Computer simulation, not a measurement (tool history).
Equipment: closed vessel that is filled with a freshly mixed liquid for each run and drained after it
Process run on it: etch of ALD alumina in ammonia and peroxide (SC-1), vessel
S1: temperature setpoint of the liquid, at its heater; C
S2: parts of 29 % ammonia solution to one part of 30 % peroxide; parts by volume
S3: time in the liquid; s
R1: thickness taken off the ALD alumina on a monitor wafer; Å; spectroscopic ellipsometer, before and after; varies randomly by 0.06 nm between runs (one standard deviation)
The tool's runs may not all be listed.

{"run": 1, "hour": 0.0, "S1": 55, "S2": 1.0, "S3": 90, "R1": 78.556}
{"run": 2, "hour": 1.1, "S1": 55, "S2": 1.0, "S3": 90, "R1": 79.331}
{"run": 3, "hour": 4.6, "S1": 55, "S2": 0.85, "S3": 90, "R1": 78.215}
{"run": 4, "hour": 12.4, "S1": 55, "S2": 0.6, "S3": 90, "R1": 74.96}
{"run": 5, "hour": 15.1, "S1": 55, "S2": 0.6, "S3": 90, "R1": 74.937}
{"run": 6, "hour": 21.0, "S1": 55, "S2": 0.6, "S3": 90, "R1": 73.855}

Estimate the outcome of run 7 from the log above:
{"run": 7, "hour": 28.9, "S1": 56, "S2": 0.6, "S3": 90, "R1": "?"}

Run 7 gave R1 79.021 Å.

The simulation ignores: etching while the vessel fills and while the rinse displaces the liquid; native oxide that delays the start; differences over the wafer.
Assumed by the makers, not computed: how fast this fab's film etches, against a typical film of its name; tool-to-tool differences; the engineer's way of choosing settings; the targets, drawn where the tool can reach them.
